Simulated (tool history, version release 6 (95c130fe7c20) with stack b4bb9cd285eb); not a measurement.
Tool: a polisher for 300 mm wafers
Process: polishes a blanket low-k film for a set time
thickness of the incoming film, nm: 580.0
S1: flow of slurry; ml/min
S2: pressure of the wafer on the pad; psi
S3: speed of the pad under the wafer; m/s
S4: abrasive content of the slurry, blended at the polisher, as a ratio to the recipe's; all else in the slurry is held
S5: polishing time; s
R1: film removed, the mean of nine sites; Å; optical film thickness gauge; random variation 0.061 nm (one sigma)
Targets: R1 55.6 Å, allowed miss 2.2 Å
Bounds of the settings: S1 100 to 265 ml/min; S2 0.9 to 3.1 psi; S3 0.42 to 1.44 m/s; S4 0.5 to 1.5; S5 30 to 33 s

run	hour	S1	S2	S3	S4	S5	R1
1	0	170	2	0.92	1	33	120.52
2	5.7	170	1.7	0.84	1	33	96.735
3	12.5	170	1.7	0.84	1	33	97.879
4	13.7	170	1.7	0.84	1	33	98.903
5	21.4	200	1.7	0.84	1	33	98.868
6	24.1	200	1.5	0.78	1	33	83.656
7	29.4	200	1.3	0.74	1	33	72.852
8	32.8	200	1.2	0.72	1	33	66.292
9	35.1	200	1.1	0.72	1	33	62.291

Which of these 5 next moves meets every target?
A	37.4	205	1.1	0.82	1.05	33	?
B	37.4	195	1	0.76	1.05	33	?
C	37.4	195	1.2	0.74	0.85	31	?
D	37.4	145	1	0.86	1.15	30	?
E	37.4	185	1	0.72	0.95	31	?

move	R1
A	70.504
B	61.052
C	55.617
D	61.515
E	50.89
A: further off than the last run
B: nearer than the last run, and not there yet
C: meets every target
D: nearer than the last run, and not there yet
E: takes the result that was furthest off past its target
Answer: C
